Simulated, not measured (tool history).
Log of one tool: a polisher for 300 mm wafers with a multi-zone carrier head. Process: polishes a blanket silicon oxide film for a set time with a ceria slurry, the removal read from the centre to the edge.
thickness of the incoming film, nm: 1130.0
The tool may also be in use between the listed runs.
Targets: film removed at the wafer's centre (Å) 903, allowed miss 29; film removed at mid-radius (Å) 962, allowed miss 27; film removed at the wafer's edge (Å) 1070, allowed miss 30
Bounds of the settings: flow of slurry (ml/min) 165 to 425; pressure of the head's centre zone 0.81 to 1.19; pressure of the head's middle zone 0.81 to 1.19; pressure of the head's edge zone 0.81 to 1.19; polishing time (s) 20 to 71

run,hour,flow of slurry (ml/min),pressure of the head's centre zone,pressure of the head's middle zone,pressure of the head's edge zone,polishing time (s),film removed at the wafer's centre (Å),film removed at mid-radius (Å),film removed at the wafer's edge (Å)
1,0,275,1,1,1,45,1346.2,1375.9,1312.2
2,6.3,265,0.96,0.96,0.99,43,1241.7,1267.9,1270.5
3,12.6,265,0.96,0.9,0.99,43,1228,1197.5,1254.4
4,17.6,265,0.92,0.9,0.99,43,1173,1195.3,1253.1
5,20.4,200,0.92,0.9,0.99,43,1130.2,1161.2,1252.2
6,24.6,200,0.9,0.88,0.97,42,1066.4,1104.6,1198.5
7,26.5,195,0.88,0.86,0.95,41,1006,1049.4,1131.9
8,27.2,175,0.81,0.81,0.95,40,899.81,964.29,1093.1

Which of these 5 next moves meets every target?
A,27.9,170,0.81,0.81,0.99,41,?,?,?
B,27.9,165,0.83,0.81,1.06,40,?,?,?
C,27.9,165,0.83,0.83,0.91,40,?,?,?
D,27.9,165,0.81,0.85,1.01,40,?,?,?
E,27.9,165,0.81,0.87,0.98,40,?,?,?

move,film removed at the wafer's centre (Å),film removed at mid-radius (Å),film removed at the wafer's edge (Å)
A,929.49,970.57,1147.9
B,923.83,941.65,1153.4
C,923.96,960.79,1071.9
D,901.61,979.69,1125.8
E,901.74,998.67,1109.3
A: further off than the last run
B: further off than the last run
C: meets every target
D: further off than the last run
E: further off than the last run
Answer: C
